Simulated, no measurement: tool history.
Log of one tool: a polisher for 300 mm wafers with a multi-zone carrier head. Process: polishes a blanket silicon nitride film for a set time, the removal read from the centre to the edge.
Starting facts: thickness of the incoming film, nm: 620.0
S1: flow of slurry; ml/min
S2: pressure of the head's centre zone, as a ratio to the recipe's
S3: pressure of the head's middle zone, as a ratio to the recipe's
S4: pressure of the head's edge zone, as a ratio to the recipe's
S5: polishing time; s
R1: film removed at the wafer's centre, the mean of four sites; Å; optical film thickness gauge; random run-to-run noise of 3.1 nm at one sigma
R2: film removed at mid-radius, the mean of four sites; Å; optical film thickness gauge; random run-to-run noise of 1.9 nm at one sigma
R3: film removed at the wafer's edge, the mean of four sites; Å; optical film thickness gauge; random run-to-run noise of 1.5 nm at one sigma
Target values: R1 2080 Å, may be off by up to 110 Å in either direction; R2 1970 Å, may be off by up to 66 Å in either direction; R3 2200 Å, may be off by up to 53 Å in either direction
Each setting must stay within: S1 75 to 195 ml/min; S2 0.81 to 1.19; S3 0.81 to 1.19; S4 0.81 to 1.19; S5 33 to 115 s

run  hour   S1    S2    S3    S4  S5      R1      R2      R3
  1     0  125     1     1     1  73  1581.1  1649.7  1630.2
  2   6.6  110     1     1     1  73  1513.4  1609.1  1573.3
  3    10  110     1     1  0.94  73  1486.7  1624.2  1552.6
  4  18.6  130  0.98  0.98     1  77  1677.8  1748.6  1721.9
  5  27.6  130  0.98  1.02     1  77  1687.6  1837.3  1738.7
  6  30.3  140  0.96  0.99  1.06  79  1639.4  1856.9    1838
  7  39.2  150  0.99  0.96  1.09  81  1801.2  1834.6  1929.9
  8  40.7  160     1  0.96  1.12  82  1878.6  1924.4  1997.4
  9  42.6  165  1.01  0.94  1.14  83  1994.7  1930.8  2056.4
 10  50.9  170  1.01  0.93  1.16  84  1951.1  1898.5  2123.2
 11  54.6  175  1.02  0.93  1.17  84  1979.9  1938.8  2132.4
 12  56.8  180  1.03  0.93  1.18  84  2017.8  1992.5  2142.3
 13  59.6  180  1.03  0.92  1.18  84  1991.6  1946.9    2154

Which of these 4 next moves meets every target?
  A  62.4  175  1.03  0.91  1.17  87   ?   ?   ?
  B  62.4  175  0.91  0.99  1.19  84   ?   ?   ?
  C  62.4  170  1.02  0.96  1.19  81   ?   ?   ?
  D  62.4  195  0.89  0.93  1.19  85   ?   ?   ?

move      R1      R2      R3
   A  2092.3  1955.5  2207.5
   B  1826.6    2027  2148.1
   C  1922.1  1894.2  2064.5
   D  1850.6  1980.8  2203.6
A: all results land within tolerance of their targets
B: brings the result that was furthest off to its target, and leaves another outside
C: misses by more than the last run did
D: brings the result that was furthest off to its target, and leaves another outside
The move that meets every target is A.
